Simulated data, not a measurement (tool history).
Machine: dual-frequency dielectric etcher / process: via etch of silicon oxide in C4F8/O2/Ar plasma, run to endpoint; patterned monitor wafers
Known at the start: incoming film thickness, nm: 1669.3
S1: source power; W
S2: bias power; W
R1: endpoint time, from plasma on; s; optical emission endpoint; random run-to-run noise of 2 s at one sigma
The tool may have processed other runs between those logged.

Run 1, day 0: S1 1660 W, S2 1541 W. Result: R1 392.63 s.
Run 2, day 0.338: S1 1480 W, S2 1541 W. Result: R1 412.44 s.
Run 3, day 0.421: S1 1680 W, S2 1541 W. Result: R1 390.21 s.
Run 4, day 0.45: S1 1890 W, S2 1541 W. Result: R1 374.4 s.
Run 5, day 0.642: S1 1630 W, S2 1459 W. Result: R1 402.25 s.
Run 6, day 0.904: S1 1630 W, S2 1353 W. Result: R1 409.49 s.
Run 7, day 0.95: S1 1480 W, S2 1319 W. Result: R1 433.3 s.

Expected results for the next run?
Run 8, day 1.275: S1 1400 W, S2 1306 W. Result: R1 ?.

Run 8 yielded R1 438.61 s.

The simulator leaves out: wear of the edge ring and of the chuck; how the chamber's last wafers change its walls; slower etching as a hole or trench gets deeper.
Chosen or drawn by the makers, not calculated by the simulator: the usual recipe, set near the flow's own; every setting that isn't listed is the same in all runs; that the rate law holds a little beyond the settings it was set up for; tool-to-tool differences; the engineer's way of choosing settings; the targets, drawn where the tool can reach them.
